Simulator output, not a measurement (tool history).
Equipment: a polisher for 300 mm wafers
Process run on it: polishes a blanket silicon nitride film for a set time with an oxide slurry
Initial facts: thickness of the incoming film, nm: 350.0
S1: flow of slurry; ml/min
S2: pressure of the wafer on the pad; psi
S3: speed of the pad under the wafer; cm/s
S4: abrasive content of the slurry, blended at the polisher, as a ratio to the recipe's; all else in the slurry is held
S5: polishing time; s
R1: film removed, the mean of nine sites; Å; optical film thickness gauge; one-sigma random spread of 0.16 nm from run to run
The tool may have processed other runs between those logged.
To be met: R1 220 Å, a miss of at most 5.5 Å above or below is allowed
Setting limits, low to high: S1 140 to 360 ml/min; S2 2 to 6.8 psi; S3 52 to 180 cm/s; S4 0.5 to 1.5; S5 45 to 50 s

| run | day | S1 | S2 | S3 | S4 | S5 | R1 |
|---|---|---|---|---|---|---|---|
| 1 | 0 | 230 | 4.4 | 116 | 1 | 50 | 389.54 |
| 2 | 0.375 | 230 | 4.4 | 116 | 1 | 50 | 385.28 |
| 3 | 0.579 | 230 | 4.2 | 116 | 1 | 50 | 370.16 |
| 4 | 0.883 | 230 | 4.2 | 144 | 1 | 50 | 445.32 |
| 5 | 1.238 | 230 | 4 | 142 | 1 | 50 | 416.04 |
| 6 | 1.429 | 190 | 4 | 142 | 1 | 50 | 407.57 |
| 7 | 1.758 | 180 | 2.8 | 116 | 1 | 50 | 265.72 |
| 8 | 1.792 | 180 | 2.7 | 116 | 1 | 50 | 258 |
| 9 | 2.146 | 180 | 2.6 | 116 | 1 | 50 | 252.88 |
| 10 | 2.504 | 180 | 2.5 | 116 | 1 | 50 | 246.38 |
| 11 | 2.621 | 170 | 2 | 116 | 1 | 50 | 211.87 |

Of the 4 settings listed for the next run, only one would bring every result within its allowed miss of target. Which one?
| A | 2.738 | 180 | 2 | 136 | 0.95 | 45 | ? |
| B | 2.738 | 175 | 2.3 | 112 | 1.05 | 48 | ? |
| C | 2.738 | 150 | 2.8 | 108 | 0.8 | 48 | ? |
| D | 2.738 | 140 | 2 | 144 | 1.1 | 45 | ? |

| move | R1 |
|---|---|
| A | 212.06 |
| B | 223.03 |
| C | 211.64 |
| D | 232.92 |
A: no better and no worse than the last run
B: all results in spec
C: no better and no worse than the last run
D: pushes the last run's worst result past its target
B meets every target.

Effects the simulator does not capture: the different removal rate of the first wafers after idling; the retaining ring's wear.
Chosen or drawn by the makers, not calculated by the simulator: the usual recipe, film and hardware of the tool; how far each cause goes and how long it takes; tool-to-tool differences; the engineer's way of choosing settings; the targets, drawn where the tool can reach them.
